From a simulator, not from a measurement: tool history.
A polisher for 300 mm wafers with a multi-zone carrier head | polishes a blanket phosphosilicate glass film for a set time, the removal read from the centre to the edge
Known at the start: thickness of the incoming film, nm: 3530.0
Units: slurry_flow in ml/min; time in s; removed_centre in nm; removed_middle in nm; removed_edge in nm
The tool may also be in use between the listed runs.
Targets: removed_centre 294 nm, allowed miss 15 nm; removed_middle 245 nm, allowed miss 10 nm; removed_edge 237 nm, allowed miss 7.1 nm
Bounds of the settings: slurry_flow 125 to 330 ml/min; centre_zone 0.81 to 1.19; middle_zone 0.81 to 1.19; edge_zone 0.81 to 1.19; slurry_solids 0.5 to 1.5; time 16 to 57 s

run,day,slurry_flow,centre_zone,middle_zone,edge_zone,slurry_solids,time,removed_centre,removed_middle,removed_edge
1,0,210,1,1,1,1,36,323.91,317.43,308.13
2,0.262,210,1,1,1.05,1,36,319.19,312.89,311.13
3,0.488,210,1,1,1.05,1,45,397.57,391.98,395.73
4,0.825,210,1,1,1.09,1,45,389.1,403.78,404.8
5,1.092,210,1.01,1,1.05,0.9,43,365.11,353.31,358.73
6,1.129,210,0.94,1,1.05,0.9,43,337.16,355.02,359.09
7,1.204,210,0.97,1.01,1.01,0.8,42,314.31,332.44,323.61
8,1.388,210,1.01,0.99,0.98,0.75,41,323.36,306.09,302.26
9,1.746,205,1.02,0.98,0.95,0.7,41,311.52,290.38,277.47
10,1.942,195,1.02,0.96,0.93,0.7,41,304.6,287.01,276.38
11,2.175,195,1.02,0.96,0.93,0.7,41,305.47,287.93,283.98
12,2.525,195,1.04,0.95,0.91,0.65,41,294.07,265.8,265.67
13,2.729,190,1.06,0.95,0.89,0.65,41,296.43,267.16,258.43
14,2.808,185,1.08,0.94,0.88,0.65,41,299.47,265.27,259.88
15,2.85,185,1.08,0.94,0.88,0.65,41,301.39,265.68,255.1
16,3.167,180,1.09,0.93,0.87,0.65,41,298.28,269.93,253.45
17,3.192,185,1.1,0.92,0.86,0.65,41,310.92,266.28,252.49
18,3.462,180,1.1,0.91,0.85,0.65,41,302.02,263.2,256.39
19,3.821,175,1.11,0.91,0.84,0.65,41,305.08,260.86,250.6
20,4.083,170,1.11,0.9,0.83,0.65,41,302.32,257.03,246.17
21,4.446,145,1.11,0.87,0.81,0.6,41,275.8,237.45,230.11

4 next moves are on the table. One of them brings every result within its allowed miss. Which?
A,4.808,185,1.1,0.88,0.81,0.5,46,?,?,?
B,4.808,125,1,0.89,0.87,0.65,41,?,?,?
C,4.808,145,1.03,0.94,0.82,0.6,39,?,?,?
D,4.808,130,1.04,0.92,0.81,0.65,39,?,?,?

move,removed_centre,removed_middle,removed_edge
A,293.99,239.22,233.89
B,269.14,241.97,246.07
C,256.4,232.05,220.15
D,267.02,236.69,227.7
A: meets every target
B: further off than the last run
C: further off than the last run
D: further off than the last run
Answer: A
